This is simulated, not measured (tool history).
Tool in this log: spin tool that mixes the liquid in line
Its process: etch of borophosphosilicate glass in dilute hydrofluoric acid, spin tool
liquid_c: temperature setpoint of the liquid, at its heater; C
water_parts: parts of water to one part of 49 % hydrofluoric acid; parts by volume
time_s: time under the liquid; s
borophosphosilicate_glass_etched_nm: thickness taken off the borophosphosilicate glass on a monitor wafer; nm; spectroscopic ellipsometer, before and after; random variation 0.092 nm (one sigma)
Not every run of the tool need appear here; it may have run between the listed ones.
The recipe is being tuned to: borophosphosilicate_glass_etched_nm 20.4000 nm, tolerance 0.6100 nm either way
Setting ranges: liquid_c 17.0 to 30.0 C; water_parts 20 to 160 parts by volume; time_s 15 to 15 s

| run | day | liquid_c | water_parts | time_s | borophosphosilicate_glass_etched_nm |
|---|---|---|---|---|---|
| 1 | 0.000 | 22.0 | 90 | 15 | 8.6544 |
| 2 | 0.308 | 22.0 | 120 | 15 | 6.2507 |
| 3 | 0.554 | 20.5 | 120 | 15 | 5.9811 |
| 4 | 0.588 | 23.0 | 95 | 15 | 8.5809 |
| 5 | 0.642 | 25.0 | 80 | 15 | 11.2310 |
| 6 | 0.829 | 25.0 | 80 | 15 | 11.2870 |
| 7 | 1.042 | 29.0 | 45 | 15 | 24.6220 |
| 8 | 1.079 | 28.0 | 45 | 15 | 23.5600 |
| 9 | 1.433 | 27.0 | 45 | 15 | 22.9120 |
| 10 | 1.729 | 23.5 | 45 | 15 | 19.7040 |

Consider the 4 candidate settings below. Which is the only one whose results all fall within their allowed miss of target?
| A | 2.025 | 26.0 | 50 | 15 | ? |
| B | 2.025 | 23.0 | 45 | 15 | ? |
| C | 2.025 | 24.5 | 50 | 15 | ? |
| D | 2.025 | 21.5 | 40 | 15 | ? |

| move | borophosphosilicate_glass_etched_nm |
|---|---|
| A | 19.4800 |
| B | 19.2640 |
| C | 18.3250 |
| D | 20.4810 |
A: moves away from the targets compared with the last run
B: moves away from the targets compared with the last run
C: moves away from the targets compared with the last run
D: all results land within tolerance of their targets
Move D is the one to make.
